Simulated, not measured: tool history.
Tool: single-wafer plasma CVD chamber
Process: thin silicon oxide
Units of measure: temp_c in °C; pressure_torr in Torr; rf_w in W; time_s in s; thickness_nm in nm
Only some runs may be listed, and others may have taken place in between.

run  hour  temp_c  pressure_torr  rf_w  time_s  thickness_nm
  1     0     395           0.69   300    8.01        12.722
  2   5.3     395          0.685   300    8.01          12.7
  3  11.2     395          0.799   300    8.01        14.562
  4  19.7     395          0.799   265    8.01        13.416
  5  23.5     395          0.785   265    8.01        13.222
  6    31     391          0.785   265    8.01        13.253
  7  39.2     391          0.773   265    8.01        13.052

Run 8, settings as shown, results not yet in. Your forecast:
  8  46.6     391          0.763   265    8.01             ?

Run 8 measured thickness_nm 12.95 nm.
